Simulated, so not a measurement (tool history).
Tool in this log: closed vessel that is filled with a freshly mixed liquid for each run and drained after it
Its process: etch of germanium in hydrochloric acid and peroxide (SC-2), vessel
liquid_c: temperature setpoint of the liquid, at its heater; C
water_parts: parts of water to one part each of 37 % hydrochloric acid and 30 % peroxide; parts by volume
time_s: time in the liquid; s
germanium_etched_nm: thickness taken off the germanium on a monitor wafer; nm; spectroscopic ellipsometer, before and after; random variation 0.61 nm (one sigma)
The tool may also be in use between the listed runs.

run	hour	liquid_c	water_parts	time_s	germanium_etched_nm
1	0.0	57.0	5	30	88.281
2	4.8	57.0	5	30	89.843
3	8.0	55.0	5	30	83.593
4	12.1	53.5	5	30	81.381
5	13.1	53.5	5	30	80.258
6	19.4	52.5	5	30	78.789

The next listed run, before its measurement:
7	23.5	47.0	5	30	?

{"run 7": {"germanium_etched_nm": 65.771}}
